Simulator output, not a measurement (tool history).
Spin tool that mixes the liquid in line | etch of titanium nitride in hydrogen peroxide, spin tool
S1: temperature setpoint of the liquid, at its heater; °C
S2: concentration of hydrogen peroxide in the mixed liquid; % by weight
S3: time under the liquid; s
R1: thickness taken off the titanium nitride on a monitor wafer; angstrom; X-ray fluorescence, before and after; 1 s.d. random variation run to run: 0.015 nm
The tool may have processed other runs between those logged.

run 1 hour=0.0 | S1=47.0 S2=22.0 S3=285 | R1=76.632
run 2 hour=6.3 | S1=47.0 S2=22.0 S3=305 | R1=82.652
run 3 hour=7.6 | S1=44.5 S2=22.0 S3=305 | R1=68.344
run 4 hour=9.9 | S1=44.5 S2=22.0 S3=305 | R1=68.456
run 5 hour=11.5 | S1=50.5 S2=22.0 S3=305 | R1=106.350
run 6 hour=15.9 | S1=44.0 S2=22.0 S3=305 | R1=65.821
run 7 hour=21.5 | S1=36.0 S2=21.5 S3=305 | R1=35.337

What does the tool deliver on the next run?
run 8 hour=26.3 | S1=35.5 S2=21.5 S3=305 | R1=?

R1: 34.109 angstrom
